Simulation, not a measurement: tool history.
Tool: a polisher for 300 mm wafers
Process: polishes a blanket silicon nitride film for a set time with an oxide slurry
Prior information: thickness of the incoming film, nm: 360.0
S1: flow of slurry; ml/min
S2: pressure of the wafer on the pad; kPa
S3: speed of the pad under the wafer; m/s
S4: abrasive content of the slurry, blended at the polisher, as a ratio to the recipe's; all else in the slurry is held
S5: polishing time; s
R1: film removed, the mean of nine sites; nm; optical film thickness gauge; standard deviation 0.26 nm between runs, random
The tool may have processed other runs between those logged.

run 1 hour=0.0 | S1=255 S2=16.5 S3=0.90 S4=1.0 S5=113 | R1=51.248
run 2 hour=3.0 | S1=255 S2=15.2 S3=0.90 S4=1.0 S5=113 | R1=47.408
run 3 hour=5.1 | S1=255 S2=13.8 S3=0.90 S4=1.0 S5=113 | R1=43.210
run 4 hour=12.9 | S1=255 S2=13.8 S3=0.90 S4=1.0 S5=119 | R1=44.762
run 5 hour=20.4 | S1=255 S2=13.8 S3=1.12 S4=1.0 S5=119 | R1=53.144
run 6 hour=23.2 | S1=255 S2=13.1 S3=1.10 S4=1.0 S5=119 | R1=49.090
-- hour=25.4 head pressure recalibrated
run 7 hour=25.4 | S1=245 S2=9.0 S3=1.00 S4=1.0 S5=119 | R1=29.266
run 8 hour=29.8 | S1=250 S2=9.0 S3=1.00 S4=1.0 S5=119 | R1=29.081

Run 9 comes next. What will it give?
run 9 hour=35.5 | S1=255 S2=9.0 S3=1.00 S4=1.0 S5=119 | R1=?

R1: 29.320 nm
